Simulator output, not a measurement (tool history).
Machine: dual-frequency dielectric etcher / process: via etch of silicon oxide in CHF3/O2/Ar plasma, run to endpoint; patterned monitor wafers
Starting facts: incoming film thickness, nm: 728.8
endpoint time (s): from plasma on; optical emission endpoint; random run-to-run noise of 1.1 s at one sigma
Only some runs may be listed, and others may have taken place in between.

{"run": 1, "day": 0.0, "source power (W)": 480, "bias power (W)": 228, "endpoint time (s)": 365.09}
{"run": 2, "day": 0.208, "source power (W)": 540, "bias power (W)": 228, "endpoint time (s)": 343.05}
{"run": 3, "day": 0.279, "source power (W)": 480, "bias power (W)": 228, "endpoint time (s)": 365.18}
{"run": 4, "day": 0.492, "source power (W)": 480, "bias power (W)": 198, "endpoint time (s)": 388.76}
{"run": 5, "day": 0.721, "source power (W)": 480, "bias power (W)": 184, "endpoint time (s)": 401.51}
{"run": 6, "day": 0.854, "source power (W)": 530, "bias power (W)": 198, "endpoint time (s)": 371.06}
{"run": 7, "day": 1.046, "source power (W)": 570, "bias power (W)": 209, "endpoint time (s)": 346.29}
{"run": 8, "day": 1.125, "source power (W)": 670, "bias power (W)": 238, "endpoint time (s)": 305.46}

Run 9 comes next. What will it give?
{"run": 9, "day": 1.188, "source power (W)": 670, "bias power (W)": 242, "endpoint time (s)": "?"}

Run 9 yielded endpoint time (s) 302.91.

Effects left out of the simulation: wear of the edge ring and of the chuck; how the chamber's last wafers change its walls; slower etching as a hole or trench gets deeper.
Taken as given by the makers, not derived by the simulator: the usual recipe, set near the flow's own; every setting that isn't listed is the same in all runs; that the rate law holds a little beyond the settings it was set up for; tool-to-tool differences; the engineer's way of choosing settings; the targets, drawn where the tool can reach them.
